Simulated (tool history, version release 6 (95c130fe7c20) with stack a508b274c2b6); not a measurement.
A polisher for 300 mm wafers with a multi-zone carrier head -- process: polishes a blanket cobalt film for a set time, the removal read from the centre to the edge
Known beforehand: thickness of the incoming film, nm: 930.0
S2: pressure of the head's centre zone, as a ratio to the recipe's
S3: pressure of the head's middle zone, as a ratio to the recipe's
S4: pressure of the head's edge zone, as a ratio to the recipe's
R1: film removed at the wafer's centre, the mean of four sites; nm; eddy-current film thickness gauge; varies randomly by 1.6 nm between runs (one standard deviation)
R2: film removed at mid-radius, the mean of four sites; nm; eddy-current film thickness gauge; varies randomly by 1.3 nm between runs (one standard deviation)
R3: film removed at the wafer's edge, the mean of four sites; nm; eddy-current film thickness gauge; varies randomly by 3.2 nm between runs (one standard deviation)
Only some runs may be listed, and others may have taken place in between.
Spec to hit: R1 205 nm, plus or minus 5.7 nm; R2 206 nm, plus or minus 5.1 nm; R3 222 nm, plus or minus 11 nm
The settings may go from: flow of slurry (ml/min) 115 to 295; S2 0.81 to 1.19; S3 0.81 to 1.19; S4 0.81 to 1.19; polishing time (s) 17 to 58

{"run": 1, "hour": 0.0, "flow of slurry (ml/min)": 190, "S2": 1, "S3": 1, "S4": 1, "polishing time (s)": 37, "R1": 132.38, "R2": 133.15, "R3": 130.1}
{"run": 2, "hour": 3.8, "flow of slurry (ml/min)": 190, "S2": 1.07, "S3": 1, "S4": 1, "polishing time (s)": 37, "R1": 138.39, "R2": 133.23, "R3": 131.41}
{"run": 3, "hour": 12.7, "flow of slurry (ml/min)": 215, "S2": 1.07, "S3": 1, "S4": 1, "polishing time (s)": 37, "R1": 144.41, "R2": 135.52, "R3": 129.42}
{"run": 4, "hour": 16.2, "flow of slurry (ml/min)": 215, "S2": 1.07, "S3": 1, "S4": 1, "polishing time (s)": 42, "R1": 161.7, "R2": 153.9, "R3": 153.57}
{"run": 5, "hour": 18.6, "flow of slurry (ml/min)": 215, "S2": 1.13, "S3": 1, "S4": 1, "polishing time (s)": 42, "R1": 168.7, "R2": 153.05, "R3": 152.41}
{"run": 6, "hour": 23.3, "flow of slurry (ml/min)": 205, "S2": 1.13, "S3": 1.01, "S4": 1.02, "polishing time (s)": 44, "R1": 173.72, "R2": 159.38, "R3": 162.5}
{"hour": 27.3, "done": "worn pad replaced by a new one"}
{"run": 7, "hour": 27.3, "flow of slurry (ml/min)": 215, "S2": 1.12, "S3": 1.11, "S4": 1.12, "polishing time (s)": 53, "R1": 234.51, "R2": 235.48, "R3": 223.49}
{"run": 8, "hour": 34.3, "flow of slurry (ml/min)": 205, "S2": 1.11, "S3": 1.1, "S4": 1.13, "polishing time (s)": 53, "R1": 229.62, "R2": 229.59, "R3": 218.86}
{"run": 9, "hour": 41.0, "flow of slurry (ml/min)": 195, "S2": 1.09, "S3": 1.08, "S4": 1.14, "polishing time (s)": 53, "R1": 223.01, "R2": 225.27, "R3": 221.26}
{"run": 10, "hour": 43.0, "flow of slurry (ml/min)": 185, "S2": 1.08, "S3": 1.07, "S4": 1.15, "polishing time (s)": 53, "R1": 223.32, "R2": 219.55, "R3": 218.12}

4 next moves are on the table. One of them brings every result within its allowed miss. Which?
{"run": "A", "hour": 45.0, "flow of slurry (ml/min)": 185, "S2": 1.19, "S3": 1.1, "S4": 1.12, "polishing time (s)": 53, "R1": "?", "R2": "?", "R3": "?"}
{"run": "B", "hour": 45.0, "flow of slurry (ml/min)": 175, "S2": 1.01, "S3": 1.01, "S4": 1.19, "polishing time (s)": 52, "R1": "?", "R2": "?", "R3": "?"}
{"run": "C", "hour": 45.0, "flow of slurry (ml/min)": 190, "S2": 1.11, "S3": 0.99, "S4": 1.15, "polishing time (s)": 54, "R1": "?", "R2": "?", "R3": "?"}
{"run": "D", "hour": 45.0, "flow of slurry (ml/min)": 240, "S2": 1.11, "S3": 0.93, "S4": 1.18, "polishing time (s)": 54, "R1": "?", "R2": "?", "R3": "?"}

move=A R1=242.69 R2=227.81 R3=213.72
move=B R1=205.52 R2=206.16 R3=215.23
move=C R1=234.11 R2=213.17 R3=221.72
move=D R1=242.39 R2=208.77 R3=230.26
A: moves away from the targets compared with the last run
B: every result lands within tolerance
C: moves away from the targets compared with the last run
D: moves away from the targets compared with the last run
So the answer is move B, the one that meets all the targets.
